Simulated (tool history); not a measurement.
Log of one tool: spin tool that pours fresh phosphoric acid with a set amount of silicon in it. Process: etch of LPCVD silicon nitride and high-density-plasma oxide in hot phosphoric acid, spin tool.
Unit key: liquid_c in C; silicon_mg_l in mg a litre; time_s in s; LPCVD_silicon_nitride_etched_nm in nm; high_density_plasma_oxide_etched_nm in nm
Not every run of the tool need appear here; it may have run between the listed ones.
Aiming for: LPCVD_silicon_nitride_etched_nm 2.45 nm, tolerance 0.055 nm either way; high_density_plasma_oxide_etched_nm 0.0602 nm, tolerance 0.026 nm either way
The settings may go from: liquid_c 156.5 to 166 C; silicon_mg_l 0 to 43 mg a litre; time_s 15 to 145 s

run	hour	liquid_c	silicon_mg_l	time_s	LPCVD_silicon_nitride_etched_nm	high_density_plasma_oxide_etched_nm
1	0	161	19	75	6.5896	0.26722
2	1.1	162.5	19	75	6.8874	0.35114
3	5.2	161	19	60	5.2705	0.25156
4	6.5	160	23.5	50	4.214	0.18568
5	11.9	159	28.5	45	3.7032	0.13127
6	18.6	160.5	28.5	45	3.8572	0.12648
7	22.6	159.5	31	40	3.3251	0.11763
8	28.1	159	34	40	3.261	0.06865
9	35.7	158.5	34	35	2.8129	0.07326
10	41.5	158	34	35	2.7676	0.060797
11	46.6	157.5	33	35	2.7094	0.063513
12	50.7	156.5	31.5	30	2.2474	0.063742
13	57.2	157	32	30	2.2763	0.05218
14	57.8	159	24	30	2.4482	0.090061

5 next moves are on the table. One of them brings every result within its allowed miss. Which?
A	58.4	159	36	30	?	?
B	58.4	159	1	30	?	?
C	58.4	157.5	32.5	30	?	?
D	58.4	157	32	30	?	?
E	58.4	157.5	33	30	?	?

move	LPCVD_silicon_nitride_etched_nm	high_density_plasma_oxide_etched_nm
A	2.454	0.064342
B	2.454	0.15822
C	2.3325	0.065889
D	2.2932	0.064721
E	2.3325	0.064843
A: in spec on every target
B: moves away from the targets compared with the last run
C: the worst result of the last run now meets its target, but another is out of spec
D: the worst result of the last run now meets its target, but another is out of spec
E: the worst result of the last run now meets its target, but another is out of spec
So the answer is move A, the one that meets all the targets.
